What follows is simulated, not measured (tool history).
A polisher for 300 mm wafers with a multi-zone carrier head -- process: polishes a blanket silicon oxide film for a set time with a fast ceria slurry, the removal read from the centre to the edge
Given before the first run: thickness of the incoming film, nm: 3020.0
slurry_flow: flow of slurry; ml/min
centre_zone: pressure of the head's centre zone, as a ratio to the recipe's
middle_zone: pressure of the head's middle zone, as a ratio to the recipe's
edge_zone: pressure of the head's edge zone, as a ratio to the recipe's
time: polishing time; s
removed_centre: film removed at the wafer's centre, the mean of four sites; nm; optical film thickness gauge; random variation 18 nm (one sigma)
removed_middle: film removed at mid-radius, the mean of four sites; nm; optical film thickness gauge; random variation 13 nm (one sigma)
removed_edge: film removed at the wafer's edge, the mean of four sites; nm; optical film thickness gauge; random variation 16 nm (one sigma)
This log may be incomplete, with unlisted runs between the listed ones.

| run | hour | slurry_flow | centre_zone | middle_zone | edge_zone | time | removed_centre | removed_middle | removed_edge |
|---|---|---|---|---|---|---|---|---|---|
| 1 | 0 | 250 | 1 | 1 | 1 | 52 | 922.82 | 910.49 | 936.6 |
| 2 | 2.9 | 250 | 1.02 | 1 | 1.01 | 53 | 965.5 | 945.38 | 975.42 |
| 3 | 9 | 255 | 1.04 | 1 | 1.02 | 54 | 1015.1 | 951.6 | 992.25 |
| 4 | 15.3 | 255 | 1.05 | 1 | 1.03 | 55 | 1016.2 | 969.09 | 1022.9 |
| 5 | 22.5 | 225 | 1.05 | 1 | 1.03 | 55 | 1002.6 | 948.35 | 990.47 |
|  | 29.4 | worn pad replaced by a new one |
| 6 | 29.4 | 175 | 1.05 | 1 | 1.03 | 55 | 1091.5 | 1055.3 | 1088 |

Estimate the outcome of run 7 from the log above:
| 7 | 34.1 | 175 | 1.06 | 1 | 1.03 | 56 | ? | ? | ? |

Logged for run 7: removed_centre 1114.9 nm, removed_middle 1074.2 nm, removed_edge 1100.6 nm.
